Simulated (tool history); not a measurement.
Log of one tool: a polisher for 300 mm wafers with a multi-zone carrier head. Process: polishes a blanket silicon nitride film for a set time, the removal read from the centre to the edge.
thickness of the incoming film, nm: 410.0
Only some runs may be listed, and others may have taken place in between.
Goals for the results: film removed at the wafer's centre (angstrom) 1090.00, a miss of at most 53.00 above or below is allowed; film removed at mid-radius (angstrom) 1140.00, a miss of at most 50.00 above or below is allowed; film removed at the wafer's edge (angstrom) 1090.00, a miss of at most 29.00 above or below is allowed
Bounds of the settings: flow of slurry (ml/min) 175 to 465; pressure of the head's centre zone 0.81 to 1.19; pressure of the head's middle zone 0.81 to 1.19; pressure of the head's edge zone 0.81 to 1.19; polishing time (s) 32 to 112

run,hour,flow of slurry (ml/min),pressure of the head's centre zone,pressure of the head's middle zone,pressure of the head's edge zone,polishing time (s),film removed at the wafer's centre (angstrom),film removed at mid-radius (angstrom),film removed at the wafer's edge (angstrom)
1,0.0,295,1.00,1.00,1.00,72,944.01,957.91,938.78
2,1.8,295,1.00,1.00,1.05,72,945.73,951.31,961.68
3,9.9,295,1.00,1.00,1.05,78,1041.10,1023.10,1028.20
4,10.9,295,1.00,1.00,1.05,96,1246.00,1247.20,1270.60
5,18.3,295,1.00,1.00,0.97,96,1255.50,1272.70,1236.10
6,19.1,295,1.00,1.00,1.06,96,1229.20,1293.70,1301.50
7,24.3,295,0.99,1.00,1.04,95,1200.90,1251.40,1271.10
8,28.8,295,0.99,1.00,1.03,94,1231.70,1233.00,1246.70
9,33.2,290,0.98,1.00,1.02,93,1214.90,1221.30,1202.50
10,36.8,290,0.98,1.00,1.02,93,1183.90,1203.50,1207.60
11,40.6,285,0.97,1.00,1.01,93,1183.10,1242.50,1223.80
12,44.5,285,0.97,1.00,1.00,92,1155.60,1191.00,1191.50
13,51.1,285,0.97,1.00,0.99,92,1169.10,1214.00,1190.30
14,58.2,285,0.97,1.00,0.98,92,1161.50,1197.40,1173.30
15,61.9,285,0.97,1.00,0.97,92,1162.80,1207.10,1183.70
16,68.8,285,0.97,1.00,0.97,92,1145.30,1228.10,1172.80

Consider the 4 candidate settings below. Which is the only one whose results all fall within their allowed miss of target?
A,75.7,215,0.94,1.11,0.89,90,?,?,?
B,75.7,275,0.83,0.99,1.04,88,?,?,?
C,75.7,265,0.94,1.00,1.01,88,?,?,?
D,75.7,310,1.00,1.05,1.04,82,?,?,?

move,film removed at the wafer's centre (angstrom),film removed at mid-radius (angstrom),film removed at the wafer's edge (angstrom)
A,1105.30,1236.40,1099.30
B,1017.30,1115.50,1173.80
C,1097.20,1121.90,1154.80
D,1076.90,1100.50,1099.40
A: the furthest-off result lands on target, but another misses its tolerance
B: no better and no worse than the last run
C: moves toward the targets from the last run without getting all of them in spec
D: hits every target within its allowed miss
The move that meets every target is D.
